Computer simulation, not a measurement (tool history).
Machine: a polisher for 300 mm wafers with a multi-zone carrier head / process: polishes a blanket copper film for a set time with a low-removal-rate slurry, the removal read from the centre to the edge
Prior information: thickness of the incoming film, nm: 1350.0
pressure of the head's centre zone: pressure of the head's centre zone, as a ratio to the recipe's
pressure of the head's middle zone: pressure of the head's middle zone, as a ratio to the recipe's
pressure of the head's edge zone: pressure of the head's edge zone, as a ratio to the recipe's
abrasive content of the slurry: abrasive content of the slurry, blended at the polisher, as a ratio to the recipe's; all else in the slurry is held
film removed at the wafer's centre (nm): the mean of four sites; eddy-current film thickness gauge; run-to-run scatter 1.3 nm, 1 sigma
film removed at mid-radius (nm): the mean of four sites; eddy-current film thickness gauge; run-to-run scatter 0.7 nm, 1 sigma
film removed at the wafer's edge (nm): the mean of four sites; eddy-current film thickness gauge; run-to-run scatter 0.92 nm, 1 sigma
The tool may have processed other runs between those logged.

run,hour,flow of slurry (ml/min),pressure of the head's centre zone,pressure of the head's middle zone,pressure of the head's edge zone,abrasive content of the slurry,polishing time (s),film removed at the wafer's centre (nm),film removed at mid-radius (nm),film removed at the wafer's edge (nm)
1,0.0,210,1.00,1.00,1.00,1.00,56,90.060,92.766,92.122
2,8.0,210,1.00,1.00,1.04,1.00,56,92.708,92.000,95.188
3,12.4,210,1.00,1.00,1.04,0.85,56,92.757,88.552,92.616
4,20.8,210,0.96,1.00,1.04,0.85,56,86.463,90.530,92.707
5,25.7,210,0.93,1.00,1.04,0.85,56,83.170,91.152,90.202
6,31.2,205,0.97,0.97,1.03,0.80,56,86.277,86.281,88.974
7,33.7,205,1.00,0.95,1.04,0.80,56,85.985,84.370,90.707
8,41.4,205,1.04,0.94,1.04,0.75,56,91.791,82.777,91.503
9,44.5,205,1.07,0.92,1.03,0.70,56,94.035,80.856,86.934

Run 10 is up next; what results do you expect?
10,50.0,205,1.07,0.92,1.03,0.70,56,?,?,?

film removed at the wafer's centre (nm): 92.303
film removed at mid-radius (nm): 81.127
film removed at the wafer's edge (nm): 88.127

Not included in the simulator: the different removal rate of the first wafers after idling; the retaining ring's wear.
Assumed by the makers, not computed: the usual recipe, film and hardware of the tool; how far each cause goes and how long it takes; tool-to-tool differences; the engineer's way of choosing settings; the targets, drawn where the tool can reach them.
